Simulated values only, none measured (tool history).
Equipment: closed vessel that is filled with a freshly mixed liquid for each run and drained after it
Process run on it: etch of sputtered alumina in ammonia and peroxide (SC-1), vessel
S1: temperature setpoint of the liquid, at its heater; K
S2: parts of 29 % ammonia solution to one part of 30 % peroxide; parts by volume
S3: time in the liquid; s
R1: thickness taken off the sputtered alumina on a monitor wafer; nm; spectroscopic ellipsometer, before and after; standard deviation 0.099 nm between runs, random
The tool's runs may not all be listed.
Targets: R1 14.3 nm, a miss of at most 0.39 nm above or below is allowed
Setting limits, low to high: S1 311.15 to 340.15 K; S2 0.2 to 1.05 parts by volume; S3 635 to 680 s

run,hour,S1,S2,S3,R1
1,0,324.15,0.55,635,24.59
2,4.1,324.15,0.35,635,23.784
3,6.8,322.15,0.35,635,21.379
4,14.7,322.15,0.35,635,21.258
5,22.3,320.65,0.35,635,19.352
6,28.8,320.65,0.35,680,21.025
7,34.8,319.15,0.35,680,19.207
8,38.3,318.15,0.35,680,18.196
9,44.8,317.15,0.35,680,17.161
10,45.4,313.15,0.35,680,13.438

5 next moves are on the table. One of them brings every result within its allowed miss. Which?
A,46,312.65,0.3,635,?
B,46,313.65,0.4,680,?
C,46,313.15,0.35,635,?
D,46,311.65,0.45,640,?
E,46,312.65,0.35,665,?

move,R1
A,12.203
B,14.249
C,12.756
D,12.047
E,12.969
A: the biggest miss grows against the last run
B: hits every target within its allowed miss
C: the biggest miss grows against the last run
D: the biggest miss grows against the last run
E: the biggest miss grows against the last run
B is the move that brings every result within its allowed miss.

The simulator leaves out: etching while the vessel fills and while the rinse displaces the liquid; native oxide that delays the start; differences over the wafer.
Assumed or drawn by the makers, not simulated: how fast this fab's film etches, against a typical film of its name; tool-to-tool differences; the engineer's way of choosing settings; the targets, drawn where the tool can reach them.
